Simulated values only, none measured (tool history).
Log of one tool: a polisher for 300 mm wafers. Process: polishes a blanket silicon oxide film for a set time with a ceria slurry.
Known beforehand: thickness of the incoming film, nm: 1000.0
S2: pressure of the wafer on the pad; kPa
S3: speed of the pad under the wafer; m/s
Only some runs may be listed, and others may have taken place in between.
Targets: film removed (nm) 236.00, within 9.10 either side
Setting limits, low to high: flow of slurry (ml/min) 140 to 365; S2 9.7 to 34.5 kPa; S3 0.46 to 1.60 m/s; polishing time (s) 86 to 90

{"run": 1, "day": 0.0, "flow of slurry (ml/min)": 235, "S2": 22.1, "S3": 1.02, "polishing time (s)": 86, "film removed (nm)": 405.5}
{"run": 2, "day": 0.183, "flow of slurry (ml/min)": 270, "S2": 22.1, "S3": 1.02, "polishing time (s)": 86, "film removed (nm)": 408.04}
{"run": 3, "day": 0.317, "flow of slurry (ml/min)": 270, "S2": 20.7, "S3": 1.02, "polishing time (s)": 86, "film removed (nm)": 382.78}
{"run": 4, "day": 0.675, "flow of slurry (ml/min)": 270, "S2": 19.3, "S3": 1.02, "polishing time (s)": 86, "film removed (nm)": 356.26}
{"run": 5, "day": 0.729, "flow of slurry (ml/min)": 270, "S2": 17.9, "S3": 1.02, "polishing time (s)": 86, "film removed (nm)": 336.9}
{"run": 6, "day": 0.975, "flow of slurry (ml/min)": 225, "S2": 17.9, "S3": 1.02, "polishing time (s)": 86, "film removed (nm)": 334.23}
{"run": 7, "day": 1.171, "flow of slurry (ml/min)": 225, "S2": 11.7, "S3": 1.0, "polishing time (s)": 86, "film removed (nm)": 217.35}
{"run": 8, "day": 1.2, "flow of slurry (ml/min)": 225, "S2": 12.4, "S3": 1.0, "polishing time (s)": 86, "film removed (nm)": 225.84}

Exercise: of the 4 proposed moves below, exactly one satisfies all targets within the stated allowed misses. Which move is it?
{"run": "A", "day": 1.229, "flow of slurry (ml/min)": 270, "S2": 13.1, "S3": 0.98, "polishing time (s)": 86, "film removed (nm)": "?"}
{"run": "B", "day": 1.229, "flow of slurry (ml/min)": 255, "S2": 11.0, "S3": 1.04, "polishing time (s)": 86, "film removed (nm)": "?"}
{"run": "C", "day": 1.229, "flow of slurry (ml/min)": 185, "S2": 11.7, "S3": 1.0, "polishing time (s)": 89, "film removed (nm)": "?"}
{"run": "D", "day": 1.229, "flow of slurry (ml/min)": 210, "S2": 11.7, "S3": 0.98, "polishing time (s)": 90, "film removed (nm)": "?"}

move=A film_removed_(nm)=236.85
move=B film_removed_(nm)=210.71
move=C film_removed_(nm)=213.60
move=D film_removed_(nm)=216.33
A: each result inside its tolerance
B: its largest miss is bigger than the last run's
C: its largest miss is bigger than the last run's
D: its largest miss is bigger than the last run's
Answer: A

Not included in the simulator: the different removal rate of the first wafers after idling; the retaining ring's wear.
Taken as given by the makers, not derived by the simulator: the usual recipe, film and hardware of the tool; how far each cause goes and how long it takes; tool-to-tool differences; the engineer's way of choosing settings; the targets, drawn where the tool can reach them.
